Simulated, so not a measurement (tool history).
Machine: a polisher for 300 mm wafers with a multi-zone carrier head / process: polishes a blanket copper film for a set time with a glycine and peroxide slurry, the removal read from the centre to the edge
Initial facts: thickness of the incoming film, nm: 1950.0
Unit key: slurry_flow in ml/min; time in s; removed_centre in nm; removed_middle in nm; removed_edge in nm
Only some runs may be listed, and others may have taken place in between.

Run 1, day 0: slurry_flow 295 ml/min, centre_zone 1, middle_zone 1, edge_zone 1, time 84 s. Result: removed_centre 623.65 nm, removed_middle 628.5 nm, removed_edge 632.01 nm.
Run 2, day 0.179: slurry_flow 300 ml/min, centre_zone 1.04, middle_zone 1.02, edge_zone 1, time 85 s. Result: removed_centre 668.76 nm, removed_middle 660.21 nm, removed_edge 654.41 nm.
Run 3, day 0.454: slurry_flow 300 ml/min, centre_zone 1.04, middle_zone 1.02, edge_zone 1, time 99 s. Result: removed_centre 778.18 nm, removed_middle 763.63 nm, removed_edge 755.06 nm.
Run 4, day 0.579: slurry_flow 300 ml/min, centre_zone 0.97, middle_zone 1.02, edge_zone 1, time 99 s. Result: removed_centre 709.88 nm, removed_middle 769.71 nm, removed_edge 765.97 nm.
Run 5, day 0.621: slurry_flow 300 ml/min, centre_zone 1.03, middle_zone 1.02, edge_zone 1, time 99 s. Result: removed_centre 758.89 nm, removed_middle 774.13 nm, removed_edge 757.4 nm.
Run 6, day 0.846: slurry_flow 265 ml/min, centre_zone 1.03, middle_zone 1.02, edge_zone 1, time 99 s. Result: removed_centre 775.21 nm, removed_middle 742.7 nm, removed_edge 753.86 nm.

Estimate the outcome of run 7 from the log above:
Run 7, day 0.975: slurry_flow 265 ml/min, centre_zone 1.04, middle_zone 1.03, edge_zone 0.97, time 98 s. Result: removed_centre ?, removed_middle ?, removed_edge ?.

removed_centre: 756.02 nm
removed_middle: 752.47 nm
removed_edge: 733.05 nm
